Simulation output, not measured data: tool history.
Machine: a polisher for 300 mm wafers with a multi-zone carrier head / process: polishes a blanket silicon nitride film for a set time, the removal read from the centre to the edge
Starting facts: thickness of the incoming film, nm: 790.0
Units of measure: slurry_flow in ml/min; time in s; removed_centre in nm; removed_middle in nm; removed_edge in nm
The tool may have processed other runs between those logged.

| run | hour | slurry_flow | centre_zone | middle_zone | edge_zone | time | removed_centre | removed_middle | removed_edge |
|---|---|---|---|---|---|---|---|---|---|
| 1 | 0.0 | 185 | 1.00 | 1.00 | 1.00 | 41 | 71.488 | 71.296 | 71.220 |
| 2 | 7.4 | 185 | 1.00 | 1.00 | 1.06 | 41 | 70.979 | 71.415 | 72.261 |
| 3 | 8.9 | 180 | 0.98 | 1.00 | 1.04 | 39 | 66.359 | 65.871 | 68.968 |
| 4 | 14.5 | 180 | 0.96 | 1.02 | 1.01 | 38 | 62.747 | 66.561 | 65.387 |
| 5 | 19.2 | 175 | 0.94 | 1.01 | 0.99 | 37 | 60.497 | 65.765 | 62.936 |
| 6 | 22.2 | 175 | 0.94 | 1.08 | 0.99 | 37 | 59.722 | 68.797 | 63.669 |
| 7 | 23.7 | 170 | 0.93 | 1.05 | 0.99 | 36 | 57.489 | 62.931 | 61.819 |

Run 8 comes next. What will it give?
| 8 | 31.5 | 160 | 0.92 | 1.05 | 0.98 | 36 | ? | ? | ? |

{"run 8": {"removed_centre": 56.656, "removed_middle": 64.995, "removed_edge": 61.189}}
